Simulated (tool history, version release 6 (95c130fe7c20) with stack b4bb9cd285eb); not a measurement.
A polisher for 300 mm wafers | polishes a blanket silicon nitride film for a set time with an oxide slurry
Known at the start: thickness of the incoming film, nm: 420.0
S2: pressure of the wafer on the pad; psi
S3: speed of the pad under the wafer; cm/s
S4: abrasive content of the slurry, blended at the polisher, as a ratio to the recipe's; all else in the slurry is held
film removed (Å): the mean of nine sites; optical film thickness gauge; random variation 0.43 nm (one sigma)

Run 1, hour 0.0: flow of slurry (ml/min) 215, S2 4.9 psi, S3 118 cm/s, S4 1.0, polishing time (s) 65. Result: film removed (Å) 639.60.
Run 2, hour 5.1: flow of slurry (ml/min) 210, S2 4.7 psi, S3 118 cm/s, S4 1.0, polishing time (s) 65. Result: film removed (Å) 612.94.
Run 3, hour 8.7: flow of slurry (ml/min) 255, S2 4.7 psi, S3 118 cm/s, S4 1.0, polishing time (s) 65. Result: film removed (Å) 622.00.
Run 4, hour 11.8: flow of slurry (ml/min) 255, S2 4.5 psi, S3 118 cm/s, S4 1.0, polishing time (s) 65. Result: film removed (Å) 599.08.
Run 5, hour 15.2: flow of slurry (ml/min) 290, S2 4.5 psi, S3 118 cm/s, S4 1.0, polishing time (s) 65. Result: film removed (Å) 601.79.
Run 6, hour 24.0: flow of slurry (ml/min) 290, S2 4.3 psi, S3 118 cm/s, S4 1.0, polishing time (s) 65. Result: film removed (Å) 579.44.
Run 7, hour 32.2: flow of slurry (ml/min) 290, S2 4.2 psi, S3 118 cm/s, S4 1.0, polishing time (s) 65. Result: film removed (Å) 560.51.

Run 8 comes next. What will it give?
Run 8, hour 35.1: flow of slurry (ml/min) 290, S2 4.1 psi, S3 118 cm/s, S4 1.0, polishing time (s) 65. Result: film removed (Å) ?.

{"run 8": {"film removed (Å)": 557.15}}

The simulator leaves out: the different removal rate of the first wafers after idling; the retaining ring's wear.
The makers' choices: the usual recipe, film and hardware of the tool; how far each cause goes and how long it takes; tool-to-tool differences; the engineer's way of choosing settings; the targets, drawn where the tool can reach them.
